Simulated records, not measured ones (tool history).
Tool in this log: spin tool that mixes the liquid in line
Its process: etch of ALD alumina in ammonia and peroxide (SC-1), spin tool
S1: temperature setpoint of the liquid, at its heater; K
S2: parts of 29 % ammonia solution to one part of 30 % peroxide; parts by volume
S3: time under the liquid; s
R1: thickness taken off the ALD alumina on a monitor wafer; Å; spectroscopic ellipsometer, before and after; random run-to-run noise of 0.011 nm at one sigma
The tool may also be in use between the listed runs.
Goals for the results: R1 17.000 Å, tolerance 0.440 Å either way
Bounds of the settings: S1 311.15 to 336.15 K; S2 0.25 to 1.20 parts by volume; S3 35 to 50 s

| run | hour | S1 | S2 | S3 | R1 |
|---|---|---|---|---|---|
| 1 | 0.0 | 320.15 | 0.95 | 50 | 29.293 |
| 2 | 6.1 | 320.15 | 0.70 | 50 | 28.732 |
| 3 | 8.5 | 315.15 | 0.70 | 50 | 21.404 |
| 4 | 14.6 | 314.15 | 0.70 | 50 | 20.173 |
| 5 | 17.6 | 314.15 | 1.00 | 50 | 20.818 |
| 6 | 25.9 | 314.15 | 1.00 | 35 | 14.557 |
| 7 | 29.4 | 314.65 | 1.00 | 35 | 15.149 |
| 8 | 37.5 | 315.15 | 1.00 | 35 | 15.590 |
| 9 | 38.8 | 315.65 | 1.00 | 35 | 15.921 |
| 10 | 39.8 | 316.15 | 1.00 | 35 | 16.207 |

Exactly one of the 5 candidate moves below puts every result within its allowed miss. Which one?
| A | 40.8 | 311.15 | 0.80 | 45 | ? |
| B | 40.8 | 311.15 | 0.75 | 45 | ? |
| C | 40.8 | 316.15 | 0.65 | 35 | ? |
| D | 40.8 | 314.65 | 1.00 | 40 | ? |
| E | 40.8 | 315.65 | 1.20 | 35 | ? |

| move | R1 |
|---|---|
| A | 15.260 |
| B | 15.165 |
| C | 15.612 |
| D | 17.041 |
| E | 16.082 |
A: the biggest miss grows against the last run
B: the biggest miss grows against the last run
C: the biggest miss grows against the last run
D: all results in spec
E: the biggest miss grows against the last run
So the answer is move D, the one that meets all the targets.
